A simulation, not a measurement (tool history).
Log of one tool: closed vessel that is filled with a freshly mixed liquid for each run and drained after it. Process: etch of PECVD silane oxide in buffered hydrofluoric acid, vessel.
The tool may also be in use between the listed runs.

| run | day | temperature setpoint of the liquid (K) | parts of 40 % ammonium fluoride to one part of 49 % hydrofluoric acid (parts by volume) | time in the liquid (s) | thickness taken off the PECVD silane oxide on a monitor wafer (Å) |
|---|---|---|---|---|---|
| 1 | 0 | 297.15 | 8 | 105 | 2665.9 |
| 2 | 0.196 | 297.15 | 9 | 105 | 2451.9 |
| 3 | 0.429 | 295.65 | 9 | 105 | 2266.7 |
| 4 | 0.467 | 299.15 | 9 | 105 | 2744.4 |
| 5 | 0.796 | 300.65 | 9 | 105 | 2994.1 |
| 6 | 0.892 | 300.65 | 9 | 115 | 3244.8 |
| 7 | 1.017 | 296.65 | 10 | 115 | 2373.5 |
| 8 | 1.267 | 296.65 | 10 | 115 | 2349.5 |
| 9 | 1.521 | 295.15 | 10 | 115 | 2202.6 |
| 10 | 1.704 | 294.15 | 10 | 115 | 2061.9 |
| 11 | 1.896 | 293.15 | 10 | 115 | 1955.4 |
| 12 | 2.142 | 292.65 | 10 | 115 | 1932 |
| 13 | 2.258 | 292.15 | 10 | 115 | 1827.2 |
| 14 | 2.433 | 291.65 | 10 | 115 | 1837.8 |
| 15 | 2.55 | 291.15 | 10 | 115 | 1748.8 |

Forecast run 16:
|  | 2.904 | hydrofluoric acid flow meter replaced |
| 16 | 2.904 | 290.65 | 10 | 115 | ? |

Run 16 gave thickness taken off the PECVD silane oxide on a monitor wafer (Å) 1838.9.
